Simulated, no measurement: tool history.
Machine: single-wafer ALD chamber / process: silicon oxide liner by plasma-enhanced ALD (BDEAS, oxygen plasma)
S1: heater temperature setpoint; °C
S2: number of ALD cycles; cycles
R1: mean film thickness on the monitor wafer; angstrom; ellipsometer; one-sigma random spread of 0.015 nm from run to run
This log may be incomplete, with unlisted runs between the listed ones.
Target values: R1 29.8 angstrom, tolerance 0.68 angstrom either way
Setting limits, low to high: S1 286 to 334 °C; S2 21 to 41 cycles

| run | day | S1 | S2 | R1 |
|---|---|---|---|---|
| 1 | 0 | 310 | 31 | 26.575 |
| 2 | 0.312 | 306 | 31 | 26.431 |
| 3 | 0.592 | 306 | 27 | 23.233 |
| 4 | 0.8 | 296 | 27 | 23.373 |
| 5 | 1.075 | 296 | 23 | 20.161 |
| 6 | 1.221 | 296 | 26 | 22.527 |
| 7 | 1.483 | 296 | 28 | 24.261 |
| 8 | 1.762 | 296 | 30 | 26.007 |
|  | 2.088 | thermocouple changed; heater temperature recalibrated |
| 9 | 2.088 | 296 | 31 | 27.605 |
| 10 | 2.304 | 295 | 32 | 28.448 |

Below are 4 possible settings for the next run. Only one of them brings all results inside the allowed miss of their targets. Which is it?
| A | 2.521 | 297 | 30 | ? |
| B | 2.521 | 292 | 30 | ? |
| C | 2.521 | 302 | 34 | ? |
| D | 2.521 | 300 | 36 | ? |

| move | R1 |
|---|---|
| A | 26.626 |
| B | 27.171 |
| C | 29.617 |
| D | 31.558 |
A: misses by more than the last run did
B: misses by more than the last run did
C: meets every target
D: takes the biggest miss from the last run beyond its target
So the answer is move C, the one that meets all the targets.
